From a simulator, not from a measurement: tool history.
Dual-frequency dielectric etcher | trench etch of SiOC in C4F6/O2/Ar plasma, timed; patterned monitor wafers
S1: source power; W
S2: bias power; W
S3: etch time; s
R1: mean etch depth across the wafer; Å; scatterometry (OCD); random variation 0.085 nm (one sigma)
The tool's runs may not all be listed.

| run | hour | S1 | S2 | S3 | R1 |
|---|---|---|---|---|---|
| 1 | 0.0 | 280 | 240 | 12 | 240.95 |
| 2 | 9.0 | 320 | 240 | 12 | 251.60 |
| 3 | 17.9 | 320 | 240 | 12 | 251.83 |
| 4 | 20.4 | 320 | 240 | 12 | 250.91 |
| 5 | 22.8 | 320 | 212 | 12 | 242.12 |
| 6 | 24.2 | 300 | 210 | 12 | 233.06 |

Run 7 comes next. What will it give?
| 7 | 32.4 | 290 | 209 | 12 | ? |

{"run 7": {"R1": 229.05}}
